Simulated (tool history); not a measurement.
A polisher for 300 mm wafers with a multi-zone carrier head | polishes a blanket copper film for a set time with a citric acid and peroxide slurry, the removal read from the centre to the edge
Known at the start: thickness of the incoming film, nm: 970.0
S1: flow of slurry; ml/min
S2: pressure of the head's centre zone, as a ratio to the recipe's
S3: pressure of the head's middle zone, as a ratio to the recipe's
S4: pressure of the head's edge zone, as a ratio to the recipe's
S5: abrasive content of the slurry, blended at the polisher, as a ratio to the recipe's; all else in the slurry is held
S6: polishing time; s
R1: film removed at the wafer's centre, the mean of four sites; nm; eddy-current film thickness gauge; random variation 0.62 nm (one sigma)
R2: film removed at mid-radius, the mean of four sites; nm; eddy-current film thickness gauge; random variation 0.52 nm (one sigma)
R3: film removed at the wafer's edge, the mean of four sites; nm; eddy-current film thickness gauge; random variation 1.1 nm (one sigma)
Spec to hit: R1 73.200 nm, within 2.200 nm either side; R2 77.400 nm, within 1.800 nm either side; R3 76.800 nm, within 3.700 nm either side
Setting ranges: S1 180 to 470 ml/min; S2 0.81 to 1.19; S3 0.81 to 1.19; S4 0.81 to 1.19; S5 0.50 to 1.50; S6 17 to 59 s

run    day   S1    S2    S3    S4    S5  S6      R1      R2      R3
  1  0.000  300  1.00  1.00  1.00  1.00  38  69.354  67.089  67.038
  2  0.121  310  1.00  1.02  1.04  1.05  38  69.025  68.657  70.924
  3  0.325  310  1.00  1.02  1.10  1.05  38  69.520  69.272  72.128
  4  0.650  310  1.00  1.02  1.10  1.20  38  70.474  70.068  72.767
  5  0.929  320  1.00  1.04  1.11  1.20  38  71.588  71.793  74.233
  6  1.096  320  1.00  1.04  1.11  1.30  38  73.157  72.266  72.360
  7  1.392  330  1.00  1.05  1.12  1.30  38  72.432  74.449  75.784
  8  1.633  335  1.00  1.06  1.11  1.30  38  71.912  73.919  74.794

Exactly one of the 4 candidate moves below puts every result within its allowed miss. Which one?
  A  1.875  330  0.92  1.12  1.13  1.25  39   ?   ?   ?
  B  1.875  365  0.99  1.08  1.12  1.20  39   ?   ?   ?
  C  1.875  210  1.06  1.08  1.01  1.45  39   ?   ?   ?
  D  1.875  370  0.99  0.94  1.19  1.10  38   ?   ?   ?

move      R1      R2      R3
   A  67.140  79.772  76.208
   B  72.580  77.555  76.027
   C  74.247  74.591  70.906
   D  69.893  66.466  75.535
A: moves the result that the last run missed by most past its target, out the other side
B: every result lands within tolerance
C: closer than the last run, but not yet in spec
D: its largest miss is bigger than the last run's
Move B is the one to make.

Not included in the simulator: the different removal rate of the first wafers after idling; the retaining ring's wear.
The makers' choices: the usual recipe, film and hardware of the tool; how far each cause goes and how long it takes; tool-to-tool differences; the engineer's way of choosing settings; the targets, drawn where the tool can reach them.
